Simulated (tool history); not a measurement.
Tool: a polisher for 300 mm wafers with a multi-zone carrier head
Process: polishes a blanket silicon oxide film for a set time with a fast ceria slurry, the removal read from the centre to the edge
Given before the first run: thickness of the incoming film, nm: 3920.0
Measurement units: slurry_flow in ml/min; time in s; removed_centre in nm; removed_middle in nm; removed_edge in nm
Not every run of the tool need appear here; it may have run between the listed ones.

run 1 hour=0.0 | slurry_flow=140 centre_zone=1.00 middle_zone=1.00 edge_zone=1.00 time=46 | removed_centre=623.15 removed_middle=607.91 removed_edge=615.04
run 2 hour=7.5 | slurry_flow=130 centre_zone=0.98 middle_zone=0.98 edge_zone=0.96 time=45 | removed_centre=583.40 removed_middle=595.42 removed_edge=587.15
run 3 hour=13.9 | slurry_flow=125 centre_zone=0.98 middle_zone=0.96 edge_zone=0.95 time=44 | removed_centre=570.32 removed_middle=567.50 removed_edge=575.10
run 4 hour=18.3 | slurry_flow=125 centre_zone=0.98 middle_zone=0.96 edge_zone=0.92 time=44 | removed_centre=569.39 removed_middle=566.73 removed_edge=553.78
run 5 hour=23.5 | slurry_flow=120 centre_zone=0.97 middle_zone=0.94 edge_zone=0.91 time=43 | removed_centre=539.35 removed_middle=523.38 removed_edge=526.68
run 6 hour=29.7 | slurry_flow=115 centre_zone=0.96 middle_zone=0.94 edge_zone=0.91 time=43 | removed_centre=532.63 removed_middle=531.16 removed_edge=533.70
run 7 hour=38.1 | slurry_flow=110 centre_zone=0.95 middle_zone=0.93 edge_zone=0.90 time=43 | removed_centre=525.66 removed_middle=531.32 removed_edge=545.83

Predict the results of run 8:
run 8 hour=40.8 | slurry_flow=110 centre_zone=0.95 middle_zone=0.93 edge_zone=0.88 time=43 | removed_centre=? removed_middle=? removed_edge=?

removed_centre: 523.17 nm
removed_middle: 518.46 nm
removed_edge: 521.11 nm
